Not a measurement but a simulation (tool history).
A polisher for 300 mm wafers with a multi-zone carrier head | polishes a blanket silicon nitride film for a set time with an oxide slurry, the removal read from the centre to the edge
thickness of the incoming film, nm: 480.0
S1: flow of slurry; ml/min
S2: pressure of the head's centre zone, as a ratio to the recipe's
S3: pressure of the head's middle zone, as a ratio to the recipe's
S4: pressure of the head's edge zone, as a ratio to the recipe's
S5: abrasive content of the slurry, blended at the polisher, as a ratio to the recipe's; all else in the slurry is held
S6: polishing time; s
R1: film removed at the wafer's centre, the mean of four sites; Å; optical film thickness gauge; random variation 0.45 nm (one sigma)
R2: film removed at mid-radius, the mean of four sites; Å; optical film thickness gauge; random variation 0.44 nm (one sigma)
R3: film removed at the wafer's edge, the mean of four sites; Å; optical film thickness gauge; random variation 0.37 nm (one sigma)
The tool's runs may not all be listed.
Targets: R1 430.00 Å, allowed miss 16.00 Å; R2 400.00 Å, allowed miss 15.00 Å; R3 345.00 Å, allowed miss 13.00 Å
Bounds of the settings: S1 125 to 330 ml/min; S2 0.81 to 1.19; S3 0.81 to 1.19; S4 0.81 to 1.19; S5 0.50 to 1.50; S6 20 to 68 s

run  hour   S1    S2    S3    S4    S5  S6      R1      R2      R3
  1   0.0  210  1.00  1.00  1.00  1.00  44  315.74  304.50  306.29
  2   2.5  220  1.04  1.04  1.00  1.05  44  337.96  331.49  315.23
  3  11.2  230  1.07  1.05  1.00  1.05  44  351.45  332.30  321.85
  4  13.8  240  1.10  1.08  0.99  1.05  44  366.12  341.16  312.44
  5  20.3  245  1.12  1.10  1.01  1.10  44  383.34  355.66  332.77
  6  22.8  245  1.12  1.02  1.01  1.10  44  370.11  338.86  329.41
  7  30.9  250  1.13  1.05  1.01  1.10  44  380.99  343.97  333.46
  8  32.8  255  1.14  1.08  1.01  1.10  44  386.39  352.44  328.37
  9  33.6  260  1.15  1.10  1.01  1.10  44  382.60  355.02  339.39
 10  42.1  255  1.16  1.11  0.99  1.15  44  402.83  371.42  337.83
 11  46.6  255  1.17  1.12  0.98  1.15  44  407.66  366.76  333.85
 12  50.0  260  1.17  1.14  0.98  1.15  44  417.13  378.43  341.23
 13  52.7  265  1.17  1.15  0.97  1.15  44  413.73  387.90  334.88

Which of these 4 next moves meets every target?
  A  55.4  250  1.14  1.18  0.85  1.15  45   ?   ?   ?
  B  55.4  325  1.19  1.17  0.96  1.15  45   ?   ?   ?
  C  55.4  235  1.12  1.18  0.94  1.25  43   ?   ?   ?
  D  55.4  240  1.11  1.18  0.96  1.40  40   ?   ?   ?

move      R1      R2      R3
   A  406.76  399.48  311.12
   B  437.08  406.86  335.63
   C  395.86  396.07  323.56
   D  385.99  389.60  321.25
A: further off than the last run
B: meets every target
C: further off than the last run
D: further off than the last run
The right move is B.

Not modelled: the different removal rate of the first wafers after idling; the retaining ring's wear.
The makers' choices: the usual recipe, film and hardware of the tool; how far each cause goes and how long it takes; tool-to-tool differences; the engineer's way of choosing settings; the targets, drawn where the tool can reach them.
